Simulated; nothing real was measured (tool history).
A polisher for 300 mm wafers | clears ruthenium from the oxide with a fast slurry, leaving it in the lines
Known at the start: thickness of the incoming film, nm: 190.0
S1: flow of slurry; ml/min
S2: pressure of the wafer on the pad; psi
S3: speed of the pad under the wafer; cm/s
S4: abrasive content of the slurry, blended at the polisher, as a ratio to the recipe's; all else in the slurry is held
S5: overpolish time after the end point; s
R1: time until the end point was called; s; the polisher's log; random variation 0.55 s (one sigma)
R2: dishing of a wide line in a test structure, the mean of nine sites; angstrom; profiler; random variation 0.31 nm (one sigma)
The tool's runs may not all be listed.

run 1 hour=0 | S1=195 S2=2.4 S3=124 S4=1 S5=15 | R1=53.041 R2=499.24
run 2 hour=5.3 | S1=200 S2=2.4 S3=124 S4=1 S5=13 | R1=52.421 R2=445.06
run 3 hour=7.3 | S1=200 S2=2.1 S3=124 S4=1 S5=13 | R1=61.108 R2=392.5
run 4 hour=11.2 | S1=200 S2=2.1 S3=112 S4=1 S5=13 | R1=67.222 R2=361.23
run 5 hour=15.9 | S1=205 S2=2.2 S3=112 S4=1 S5=12 | R1=64.663 R2=349.51
run 6 hour=20 | S1=205 S2=2.3 S3=112 S4=1 S5=11 | R1=62.127 R2=334.21
run 7 hour=27.7 | S1=205 S2=2.4 S3=112 S4=1 S5=10 | R1=58.435 R2=321.01
run 8 hour=30.8 | S1=205 S2=2.5 S3=112 S4=1 S5=9 | R1=56.44 R2=302.48

The next listed run, before its measurement:
run 9 hour=35.5 | S1=205 S2=2.6 S3=112 S4=1 S5=9 | R1=? R2=?

Run 9 gave R1 54.547 s, R2 313.24 angstrom.
